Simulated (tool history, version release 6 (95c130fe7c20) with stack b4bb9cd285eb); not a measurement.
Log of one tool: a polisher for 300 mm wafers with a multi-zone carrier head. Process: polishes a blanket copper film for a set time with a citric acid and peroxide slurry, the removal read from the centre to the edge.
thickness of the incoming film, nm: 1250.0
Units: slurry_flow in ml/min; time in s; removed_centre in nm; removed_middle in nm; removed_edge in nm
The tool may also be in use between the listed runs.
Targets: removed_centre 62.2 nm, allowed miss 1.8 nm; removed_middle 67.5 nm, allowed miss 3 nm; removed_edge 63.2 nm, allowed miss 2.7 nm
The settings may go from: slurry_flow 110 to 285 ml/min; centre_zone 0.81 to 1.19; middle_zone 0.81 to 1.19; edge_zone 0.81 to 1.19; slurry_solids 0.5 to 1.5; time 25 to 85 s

run  hour  slurry_flow  centre_zone  middle_zone  edge_zone  slurry_solids  time  removed_centre  removed_middle  removed_edge
  1     0          180            1            1          1              1    55             124          126.11        128.89
  2     4          180         0.99            1       0.97            0.9    49          105.23          106.63        112.09
  3   6.4          180         0.99            1       0.97            0.9    42          90.445           94.32        94.338
  4  10.4          180         0.99            1       1.03            0.9    42          90.043          93.756         95.53
  5  14.8          145         0.99            1       1.03            0.9    42          86.024          90.256        92.273
  6  17.9          145         0.99            1       1.07            0.9    42          87.087           89.91        94.765
  7  25.4          160         0.97         0.98       0.97           0.65    28          52.212          53.325        54.794
     30.6  -- worn pad replaced by a new one
  8  30.6          180         0.97            1       0.98           0.65    28          57.985          59.999        61.886
  9  32.3          185         0.97         1.01       0.96           0.65    28          58.492          60.763        60.594

Which of these 5 next moves meets every target?
  A    34          190         0.93         1.01       0.98           0.65    29               ?               ?             ?
  B    34          140         0.88         0.88       1.07           0.55    34               ?               ?             ?
  C    34          195            1         0.91       0.96            0.8    27               ?               ?             ?
  D    34          180         0.99         1.07       0.95            0.7    29               ?               ?             ?
  E    34          210         0.85         0.83        1.1           0.55    33               ?               ?             ?

move  removed_centre  removed_middle  removed_edge
   A          58.922           63.64        64.229
   B          58.134          60.409         70.47
   C          63.258          59.894        64.289
   D          63.422          67.625        64.832
   E          58.675          59.997        72.435
A: nearer than the last run, and not there yet
B: further off than the last run
C: further off than the last run
D: meets every target
E: further off than the last run
Answer: D

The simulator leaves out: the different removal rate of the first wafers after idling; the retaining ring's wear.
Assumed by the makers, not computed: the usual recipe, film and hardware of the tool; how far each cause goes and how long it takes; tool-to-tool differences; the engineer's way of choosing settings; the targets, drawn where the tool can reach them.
